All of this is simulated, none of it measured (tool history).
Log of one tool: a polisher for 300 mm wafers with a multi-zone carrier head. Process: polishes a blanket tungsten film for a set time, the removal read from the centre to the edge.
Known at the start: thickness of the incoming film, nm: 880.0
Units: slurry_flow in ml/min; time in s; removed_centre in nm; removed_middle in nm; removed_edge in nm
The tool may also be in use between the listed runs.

| run | hour | slurry_flow | centre_zone | middle_zone | edge_zone | slurry_solids | time | removed_centre | removed_middle | removed_edge |
|---|---|---|---|---|---|---|---|---|---|---|
| 1 | 0 | 195 | 1 | 1 | 1 | 1 | 35 | 90.928 | 92.486 | 85.746 |
| 2 | 8 | 155 | 1 | 1 | 1 | 1 | 35 | 88.475 | 91.334 | 84.992 |
| 3 | 16.3 | 155 | 1.01 | 0.99 | 1.03 | 1.1 | 36 | 93.56 | 95.883 | 90.261 |
| 4 | 17 | 160 | 1.02 | 0.97 | 1.06 | 1.15 | 36 | 97.503 | 91.027 | 94.542 |
| 5 | 21.7 | 165 | 1.02 | 0.99 | 1.08 | 1.2 | 36 | 95.994 | 94.021 | 94.6 |
| 6 | 24.7 | 165 | 1.03 | 0.99 | 1.09 | 1.25 | 37 | 100.58 | 99.986 | 99.181 |
| 7 | 30.7 | 170 | 1.04 | 0.99 | 1.11 | 1.3 | 37 | 104.49 | 101.25 | 99.172 |

Forecast run 8:
| 8 | 35.1 | 170 | 1.04 | 0.98 | 1.12 | 1.35 | 37 | ? | ? | ? |

Run 8 gave removed_centre 105.01 nm, removed_middle 101.68 nm, removed_edge 101.16 nm.
